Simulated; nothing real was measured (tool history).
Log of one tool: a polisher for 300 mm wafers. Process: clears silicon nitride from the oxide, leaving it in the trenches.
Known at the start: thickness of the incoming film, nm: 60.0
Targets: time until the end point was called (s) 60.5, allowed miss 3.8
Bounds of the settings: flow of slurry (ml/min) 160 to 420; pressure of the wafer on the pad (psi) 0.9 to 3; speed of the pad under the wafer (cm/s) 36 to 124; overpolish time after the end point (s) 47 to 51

run	day	flow of slurry (ml/min)	pressure of the wafer on the pad (psi)	speed of the pad under the wafer (cm/s)	overpolish time after the end point (s)	time until the end point was called (s)
1	0	270	1.9	80	47	102.56
2	0.15	270	2	80	47	100.85
3	0.471	270	2	80	51	98.225
4	0.721	270	2	74	51	107.6
5	1.017	270	2.1	76	51	102.66
6	1.225	210	2.1	76	51	103.69
7	1.567	210	2.2	78	51	94.914
8	1.75	210	2.3	78	51	90.534
9	1.771	210	2.4	78	51	87.402
10	1.975	210	2.5	80	51	84.404
11	2.321	210	2.6	82	51	77.465
12	2.367	210	2.6	82	51	78.623
13	2.421	210	2.6	84	51	75.255

5 next moves are on the table. One of them brings every result within its allowed miss. Which?
A	2.475	215	2.8	96	48	?
B	2.475	230	2.4	78	47	?
C	2.475	270	2.1	78	51	?
D	2.475	215	2.7	88	51	?
E	2.475	210	2.4	86	47	?

move	time until the end point was called (s)
A	62.899
B	88.669
C	99.072
D	70.943
E	81.675
A: meets every target
B: further off than the last run
C: further off than the last run
D: nearer than the last run, and not there yet
E: further off than the last run
Move A is the one to make.
